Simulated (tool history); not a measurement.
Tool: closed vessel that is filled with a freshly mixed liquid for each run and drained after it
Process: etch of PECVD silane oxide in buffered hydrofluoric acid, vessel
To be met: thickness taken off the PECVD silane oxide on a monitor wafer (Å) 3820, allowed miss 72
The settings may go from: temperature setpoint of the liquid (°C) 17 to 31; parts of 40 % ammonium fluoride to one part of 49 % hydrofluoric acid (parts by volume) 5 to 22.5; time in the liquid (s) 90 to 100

run	hour	temperature setpoint of the liquid (°C)	parts of 40 % ammonium fluoride to one part of 49 % hydrofluoric acid (parts by volume)	time in the liquid (s)	thickness taken off the PECVD silane oxide on a monitor wafer (Å)
1	0	23	13.5	90	1681.7
2	3	24.5	12.5	90	1958.8
3	7.1	25.5	12	90	2180.2
4	10.7	25.5	12	100	2413.6
5	13.7	26.5	11.5	100	2668.3
6	18.8	30	11.5	100	3210.5
7	20.8	30	11.5	100	3198.1
8	28.5	30	11	100	3368.1
9	34.2	30.5	10.5	100	3589.2

Which of these 5 next moves meets every target?
A	39.9	30	8	90	?
B	39.9	27	8.5	95	?
C	39.9	27	9	100	?
D	39.9	30	9.5	90	?
E	39.9	30.5	9	95	?

move	thickness taken off the PECVD silane oxide on a monitor wafer (Å)
A	4051.1
B	3417.4
C	3381.3
D	3363.5
E	3864.5
A: takes the result that was furthest off past its target
B: further off than the last run
C: further off than the last run
D: further off than the last run
E: meets every target
Answer: E

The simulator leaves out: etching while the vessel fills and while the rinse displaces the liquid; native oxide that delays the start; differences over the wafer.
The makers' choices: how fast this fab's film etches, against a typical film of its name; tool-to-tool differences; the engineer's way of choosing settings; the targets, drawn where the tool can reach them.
